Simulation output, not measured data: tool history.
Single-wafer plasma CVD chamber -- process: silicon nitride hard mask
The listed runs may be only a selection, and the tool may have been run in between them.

run    day  heater temperature setpoint (deg C)  chamber pressure (Torr)  RF power (kW)  deposition time (s)  mean film thickness on the monitor wafer (angstrom)
  1  0.000                                  395                     1.68          0.310                 67.4                                               827.45
  2  0.188                                  395                     1.76          0.315                 67.4                                               851.27
  3  0.429                                  395                     1.83          0.320                 67.4                                               870.10
  4  0.483                                  395                     1.89          0.325                 67.4                                               893.43
  5  0.729                                  395                     1.89          0.325                 67.4                                               894.73
  6  0.846                                  395                     1.95          0.325                 67.4                                               901.53
  7  1.100                                  395                     2.00          0.330                 67.4                                               910.50

Estimate the outcome of run 8 from the log above:
  8  1.358                                  395                     2.04          0.335                 67.4                                                    ?

{"run 8": {"mean film thickness on the monitor wafer (angstrom)": 925.66}}
